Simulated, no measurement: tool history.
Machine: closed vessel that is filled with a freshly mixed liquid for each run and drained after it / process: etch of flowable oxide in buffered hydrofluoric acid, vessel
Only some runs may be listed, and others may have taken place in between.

| run | hour | temperature setpoint of the liquid (°C) | parts of 40 % ammonium fluoride to one part of 49 % hydrofluoric acid (parts by volume) | time in the liquid (s) | thickness taken off the flowable oxide on a monitor wafer (angstrom) |
|---|---|---|---|---|---|
| 1 | 0.0 | 22.0 | 9.5 | 90 | 5148.7 |
| 2 | 2.4 | 21.5 | 9.5 | 90 | 5054.4 |
| 3 | 10.3 | 21.0 | 9.5 | 90 | 4900.7 |
| 4 | 17.8 | 20.5 | 9.5 | 90 | 4731.9 |
| 5 | 19.2 | 20.0 | 9.5 | 90 | 4626.1 |
| 6 | 22.6 | 19.0 | 9.5 | 90 | 4392.6 |
| 7 | 31.0 | 18.5 | 9.5 | 90 | 4230.8 |

Forecast run 8:
| 8 | 33.4 | 17.5 | 9.5 | 90 | ? |

{"run 8": {"thickness taken off the flowable oxide on a monitor wafer (angstrom)": 4025.1}}
